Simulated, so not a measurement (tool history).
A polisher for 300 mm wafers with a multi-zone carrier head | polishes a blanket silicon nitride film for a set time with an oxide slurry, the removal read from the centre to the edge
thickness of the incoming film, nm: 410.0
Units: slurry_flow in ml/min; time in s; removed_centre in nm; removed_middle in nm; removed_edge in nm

run	hour	slurry_flow	centre_zone	middle_zone	edge_zone	slurry_solids	time	removed_centre	removed_middle	removed_edge
1	0.0	125	1.00	1.00	1.00	1.00	76	57.903	57.545	57.507
2	6.7	125	0.95	1.00	1.00	1.00	76	55.970	57.723	56.269
3	11.1	125	0.95	1.00	1.00	1.10	76	56.953	60.820	57.758
4	17.8	125	0.98	1.00	1.00	1.10	76	59.207	59.857	58.102
5	20.2	125	0.98	1.00	1.00	1.10	66	51.481	53.663	51.353
6	28.4	125	0.94	1.00	1.00	1.10	66	50.044	51.351	50.768
# hour 29.5: edge zone pressure recalibrated
7	29.5	125	0.94	1.01	0.97	1.10	66	49.584	51.277	52.023

The next listed run, before its measurement:
8	37.9	125	0.95	1.00	1.01	1.05	66	?	?	?

{"run 8": {"removed_centre": 48.123, "removed_middle": 50.295, "removed_edge": 53.281}}
